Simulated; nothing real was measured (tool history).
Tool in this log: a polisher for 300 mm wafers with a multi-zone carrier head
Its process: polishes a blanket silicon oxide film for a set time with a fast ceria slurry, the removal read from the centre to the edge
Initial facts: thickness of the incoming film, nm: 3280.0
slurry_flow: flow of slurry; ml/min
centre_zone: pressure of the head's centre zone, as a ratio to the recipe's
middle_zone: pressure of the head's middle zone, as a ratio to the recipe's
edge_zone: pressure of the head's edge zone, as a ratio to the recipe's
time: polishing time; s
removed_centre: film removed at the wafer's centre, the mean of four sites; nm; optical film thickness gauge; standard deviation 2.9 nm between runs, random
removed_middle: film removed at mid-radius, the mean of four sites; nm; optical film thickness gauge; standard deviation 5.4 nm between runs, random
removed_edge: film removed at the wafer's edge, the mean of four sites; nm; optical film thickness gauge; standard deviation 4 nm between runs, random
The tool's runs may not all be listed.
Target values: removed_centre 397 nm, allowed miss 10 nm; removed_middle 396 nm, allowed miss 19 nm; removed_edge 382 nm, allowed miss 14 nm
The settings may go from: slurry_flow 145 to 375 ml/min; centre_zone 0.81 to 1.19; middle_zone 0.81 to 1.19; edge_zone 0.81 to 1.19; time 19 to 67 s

run 1 hour=0 | slurry_flow=240 centre_zone=1 middle_zone=1 edge_zone=1 time=43 | removed_centre=626.42 removed_middle=564.83 removed_edge=560.97
run 2 hour=6.4 | slurry_flow=265 centre_zone=1 middle_zone=1 edge_zone=1 time=43 | removed_centre=639.88 removed_middle=584.04 removed_edge=566.27
run 3 hour=9.5 | slurry_flow=260 centre_zone=0.98 middle_zone=0.99 edge_zone=0.98 time=41 | removed_centre=586.98 removed_middle=545.62 removed_edge=533.26
run 4 hour=10.6 | slurry_flow=260 centre_zone=0.91 middle_zone=0.99 edge_zone=0.98 time=41 | removed_centre=561.72 removed_middle=539.58 removed_edge=530.64
-- hour=18.3 centre zone pressure recalibrated
run 5 hour=18.3 | slurry_flow=260 centre_zone=0.84 middle_zone=0.99 edge_zone=0.98 time=41 | removed_centre=487.06 removed_middle=551.31 removed_edge=537.7
run 6 hour=20.3 | slurry_flow=260 centre_zone=0.84 middle_zone=0.98 edge_zone=0.96 time=40 | removed_centre=482.07 removed_middle=533.63 removed_edge=506.52
run 7 hour=27.3 | slurry_flow=200 centre_zone=0.81 middle_zone=0.88 edge_zone=0.87 time=32 | removed_centre=361.02 removed_middle=383.02 removed_edge=380.99
run 8 hour=29.6 | slurry_flow=210 centre_zone=0.82 middle_zone=0.88 edge_zone=0.87 time=32 | removed_centre=371.86 removed_middle=382.71 removed_edge=394.18

Of the 5 settings listed for the next run, only one would bring every result within its allowed miss of target. Which one?
run A hour=31.9 | slurry_flow=155 centre_zone=0.92 middle_zone=1.16 edge_zone=0.81 time=31 | removed_centre=? removed_middle=? removed_edge=?
run B hour=31.9 | slurry_flow=175 centre_zone=0.86 middle_zone=0.93 edge_zone=0.81 time=36 | removed_centre=? removed_middle=? removed_edge=?
run C hour=31.9 | slurry_flow=170 centre_zone=0.91 middle_zone=0.92 edge_zone=0.82 time=33 | removed_centre=? removed_middle=? removed_edge=?
run D hour=31.9 | slurry_flow=235 centre_zone=0.85 middle_zone=0.9 edge_zone=0.93 time=33 | removed_centre=? removed_middle=? removed_edge=?
run E hour=31.9 | slurry_flow=145 centre_zone=0.9 middle_zone=1.16 edge_zone=0.81 time=32 | removed_centre=? removed_middle=? removed_edge=?

move=A removed_centre=365.34 removed_middle=443.25 removed_edge=345.23
move=B removed_centre=412.84 removed_middle=437.52 removed_edge=408.15
move=C removed_centre=392.11 removed_middle=395.61 removed_edge=374.86
move=D removed_centre=392.89 removed_middle=406.88 removed_edge=410.13
move=E removed_centre=366.02 removed_middle=452.01 removed_edge=353.24
A: lands further from the targets than the last run did
B: takes the result that was furthest off past its target
C: meets every target
D: the furthest-off result lands on target, but another misses its tolerance
E: lands further from the targets than the last run did
The right move is C.

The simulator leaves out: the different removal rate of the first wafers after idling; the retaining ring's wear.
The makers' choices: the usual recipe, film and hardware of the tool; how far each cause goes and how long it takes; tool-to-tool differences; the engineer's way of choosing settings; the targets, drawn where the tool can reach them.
